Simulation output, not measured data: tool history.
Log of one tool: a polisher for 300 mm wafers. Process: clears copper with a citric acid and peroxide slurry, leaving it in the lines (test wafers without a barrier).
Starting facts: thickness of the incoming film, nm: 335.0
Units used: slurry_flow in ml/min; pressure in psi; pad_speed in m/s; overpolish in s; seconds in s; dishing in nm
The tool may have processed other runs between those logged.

run,hour,slurry_flow,pressure,pad_speed,slurry_solids,overpolish,seconds,dishing
1,0,310,4,1,1,11,101.62,26.205
2,7.8,310,3.6,0.94,1,12,120.11,24.505
3,16.6,310,3.3,0.9,1,13,135.93,23.197
4,22.6,310,3.3,1.1,1,13,112.98,28.189
5,28.7,310,3.3,1.1,1,11,110.98,24.619
6,30.2,305,3,1.04,1,12,128.83,23.068
7,37.2,300,2.8,0.98,1,13,142.85,21.602
8,42.3,295,2.6,0.94,1,14,160.87,20.695
9,45.7,285,2.4,0.92,1,15,179.2,20.596
10,47.6,270,2.3,0.9,1,16,193.64,20.099
11,51.5,255,2.2,0.9,1,17,203.34,20.323
12,54.6,245,2.1,0.9,1,17,212.81,19.596
13,60.6,235,2.1,0.9,1,17,210.94,19.142
14,65.8,225,2,0.9,1,17,223.66,19.244
15,73.1,220,2,0.9,1,17,225.08,18.15
16,80.4,215,2,0.9,1,17,224.84,19.036
17,84.2,210,2,0.9,1,17,223.57,18.77

What will run 18 give?
18,91.6,205,2,0.9,1,17,?,?

seconds: 224.57 s
dishing: 18.404 nm

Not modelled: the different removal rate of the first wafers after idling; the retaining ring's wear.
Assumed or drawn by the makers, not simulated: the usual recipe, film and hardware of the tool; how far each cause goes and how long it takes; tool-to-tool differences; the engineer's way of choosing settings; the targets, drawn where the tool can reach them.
